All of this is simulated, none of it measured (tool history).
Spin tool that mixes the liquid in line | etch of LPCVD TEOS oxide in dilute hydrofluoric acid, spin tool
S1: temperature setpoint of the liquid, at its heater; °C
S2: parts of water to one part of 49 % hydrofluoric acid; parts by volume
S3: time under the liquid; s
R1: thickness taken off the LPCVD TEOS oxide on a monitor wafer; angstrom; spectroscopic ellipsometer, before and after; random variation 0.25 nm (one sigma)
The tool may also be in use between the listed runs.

run,day,S1,S2,S3,R1
1,0,22,115,235,531.42
2,0.342,20.5,130,235,436.06
3,0.367,20.5,130,250,475.79
4,0.721,20.5,130,235,444.89
5,0.975,19.5,140,235,387.73
# day 1.229: thermometer replaced
6,1.229,19,145,235,332.39
7,1.55,19,145,235,333.82
8,1.754,18.5,145,235,329.03

Forecast run 9:
9,1.888,18,145,235,?

{"run 9": {"R1": 326.49}}
